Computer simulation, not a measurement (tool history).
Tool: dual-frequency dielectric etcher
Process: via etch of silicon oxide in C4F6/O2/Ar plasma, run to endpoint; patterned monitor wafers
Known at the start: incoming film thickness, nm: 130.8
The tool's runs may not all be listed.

run,hour,bias power (kW),source power (kW),Ar flow (sccm),endpoint time (s)
1,0.0,0.485,0.390,346,29.884
2,3.1,0.485,0.390,316,29.779
3,5.1,0.520,0.390,316,28.597
4,6.3,0.520,0.320,316,30.747
5,9.8,0.520,0.270,316,32.775
6,16.1,0.520,0.240,316,34.960
7,21.8,0.556,0.250,314,33.219
8,30.7,0.583,0.270,312,31.527

Forecast run 9:
9,33.0,0.604,0.280,311,?

{"run 9": {"endpoint time (s)": 30.423}}
